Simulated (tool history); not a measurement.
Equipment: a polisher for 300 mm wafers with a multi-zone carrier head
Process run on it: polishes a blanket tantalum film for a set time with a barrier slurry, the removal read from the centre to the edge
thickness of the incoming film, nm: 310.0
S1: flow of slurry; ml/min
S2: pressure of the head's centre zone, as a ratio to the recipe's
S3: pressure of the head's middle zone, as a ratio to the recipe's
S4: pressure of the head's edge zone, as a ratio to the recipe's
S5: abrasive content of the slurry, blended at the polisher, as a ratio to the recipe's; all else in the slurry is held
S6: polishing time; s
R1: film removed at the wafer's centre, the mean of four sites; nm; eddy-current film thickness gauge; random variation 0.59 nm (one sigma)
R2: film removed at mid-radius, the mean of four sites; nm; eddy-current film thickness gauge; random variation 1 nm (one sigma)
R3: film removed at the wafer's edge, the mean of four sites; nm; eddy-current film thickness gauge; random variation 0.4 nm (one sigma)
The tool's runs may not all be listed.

run,day,S1,S2,S3,S4,S5,S6,R1,R2,R3
1,0,235,1,1,1,1,72,69.95,70.968,71.695
2,0.242,235,1,1,1,1.1,72,72.372,71.974,73.318
3,0.442,235,1,1,0.93,1.1,72,72.86,74.004,71.382
4,0.717,230,1.01,1,0.91,1.05,72,71.835,70.503,69.336
5,1.067,230,1.01,1,0.91,1.05,83,81.833,81.52,79.134
6,1.392,230,1.01,1,0.98,1.05,83,81.913,82.684,82.782
7,1.667,230,1.02,1.01,0.96,0.95,82,79.986,81.718,79.252
8,1.875,225,1.06,0.96,0.86,0.7,76,70.872,63.792,62.898

Run 9 has not been measured yet. What should we expect?
9,2.058,225,1.06,0.97,0.86,0.7,76,?,?,?

R1: 70.426 nm
R2: 63.573 nm
R3: 62.248 nm

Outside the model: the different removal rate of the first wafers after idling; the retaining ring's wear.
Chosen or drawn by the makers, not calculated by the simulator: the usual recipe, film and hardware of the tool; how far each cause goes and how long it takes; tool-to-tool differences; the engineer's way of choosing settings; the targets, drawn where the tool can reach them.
